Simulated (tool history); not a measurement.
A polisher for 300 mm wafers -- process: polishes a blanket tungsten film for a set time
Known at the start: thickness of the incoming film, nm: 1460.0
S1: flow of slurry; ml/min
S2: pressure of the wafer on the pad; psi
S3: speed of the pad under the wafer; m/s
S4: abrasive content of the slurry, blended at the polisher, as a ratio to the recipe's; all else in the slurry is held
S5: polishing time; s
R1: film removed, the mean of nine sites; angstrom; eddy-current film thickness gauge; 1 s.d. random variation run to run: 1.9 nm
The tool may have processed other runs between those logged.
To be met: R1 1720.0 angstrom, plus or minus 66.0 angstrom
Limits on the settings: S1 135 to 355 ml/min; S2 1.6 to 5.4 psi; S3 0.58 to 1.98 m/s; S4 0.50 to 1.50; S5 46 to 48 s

{"run": 1, "day": 0.0, "S1": 225, "S2": 3.5, "S3": 1.28, "S4": 1.0, "S5": 46, "R1": 2664.4}
{"run": 2, "day": 0.371, "S1": 225, "S2": 3.5, "S3": 1.52, "S4": 1.0, "S5": 46, "R1": 3157.6}
{"run": 3, "day": 0.521, "S1": 225, "S2": 3.0, "S3": 1.5, "S4": 1.0, "S5": 46, "R1": 2635.3}
{"run": 4, "day": 0.775, "S1": 225, "S2": 2.7, "S3": 1.5, "S4": 1.0, "S5": 46, "R1": 2458.5}
{"run": 5, "day": 1.138, "S1": 225, "S2": 2.7, "S3": 1.5, "S4": 1.0, "S5": 46, "R1": 2437.3}
{"run": 6, "day": 1.288, "S1": 225, "S2": 2.4, "S3": 1.5, "S4": 1.0, "S5": 46, "R1": 2126.1}
{"run": 7, "day": 1.462, "S1": 225, "S2": 2.3, "S3": 1.5, "S4": 1.0, "S5": 46, "R1": 2065.5}
{"run": 8, "day": 1.683, "S1": 225, "S2": 2.2, "S3": 1.5, "S4": 1.0, "S5": 46, "R1": 1959.0}
{"run": 9, "day": 1.817, "S1": 225, "S2": 2.1, "S3": 1.5, "S4": 1.0, "S5": 46, "R1": 1855.1}
{"run": 10, "day": 2.104, "S1": 225, "S2": 2.0, "S3": 1.5, "S4": 1.0, "S5": 46, "R1": 1810.1}

Next run, 4 choices. One meets every target within its allowed miss, the rest don't. Which?
{"run": "A", "day": 2.392, "S1": 260, "S2": 2.0, "S3": 1.38, "S4": 0.95, "S5": 48, "R1": "?"}
{"run": "B", "day": 2.392, "S1": 175, "S2": 2.2, "S3": 1.12, "S4": 1.1, "S5": 46, "R1": "?"}
{"run": "C", "day": 2.392, "S1": 315, "S2": 1.9, "S3": 1.64, "S4": 0.85, "S5": 48, "R1": "?"}
{"run": "D", "day": 2.392, "S1": 155, "S2": 2.6, "S3": 1.1, "S4": 1.1, "S5": 48, "R1": "?"}

move=A R1=1732.2
move=B R1=1530.0
move=C R1=1889.5
move=D R1=1825.2
A: in spec on every target
B: takes the result that was furthest off past its target
C: its largest miss is bigger than the last run's
D: its largest miss is bigger than the last run's
A meets every target.

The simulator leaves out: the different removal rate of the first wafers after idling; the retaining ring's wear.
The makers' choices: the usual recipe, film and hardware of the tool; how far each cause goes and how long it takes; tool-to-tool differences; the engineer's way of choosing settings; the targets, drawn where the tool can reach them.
